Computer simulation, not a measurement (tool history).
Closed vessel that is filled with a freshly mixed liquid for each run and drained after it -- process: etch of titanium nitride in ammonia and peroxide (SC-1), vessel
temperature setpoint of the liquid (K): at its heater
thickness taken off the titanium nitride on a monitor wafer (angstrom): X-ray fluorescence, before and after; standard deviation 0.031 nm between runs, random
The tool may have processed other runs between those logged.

| run | hour | temperature setpoint of the liquid (K) | parts of water to one part of 30 % peroxide (parts by volume) | parts of 29 % ammonia solution to one part of 30 % peroxide (parts by volume) | time in the liquid (s) | thickness taken off the titanium nitride on a monitor wafer (angstrom) |
|---|---|---|---|---|---|---|
| 1 | 0.0 | 326.15 | 7.0 | 0.85 | 270 | 202.800 |
| 2 | 4.3 | 322.65 | 7.0 | 0.85 | 270 | 159.410 |
| 3 | 8.3 | 329.65 | 7.0 | 0.85 | 270 | 259.030 |
| 4 | 15.3 | 325.65 | 7.0 | 0.85 | 270 | 197.060 |
| 5 | 16.7 | 325.65 | 9.5 | 0.85 | 270 | 169.930 |
| 6 | 18.8 | 325.65 | 9.5 | 1.05 | 270 | 175.230 |
| 7 | 26.0 | 322.65 | 9.5 | 1.05 | 270 | 142.260 |
| 8 | 30.5 | 322.65 | 9.5 | 1.05 | 270 | 141.550 |
| 9 | 34.3 | 320.65 | 9.5 | 1.05 | 270 | 123.080 |
| 10 | 39.2 | 319.15 | 9.5 | 1.05 | 270 | 110.510 |
| 11 | 43.6 | 317.65 | 9.5 | 1.05 | 270 | 99.734 |
| 12 | 50.8 | 312.15 | 9.5 | 1.05 | 270 | 66.728 |

Forecast run 13:
| 13 | 54.6 | 312.65 | 9.5 | 1.05 | 270 | ? |

thickness taken off the titanium nitride on a monitor wafer (angstrom): 69.384
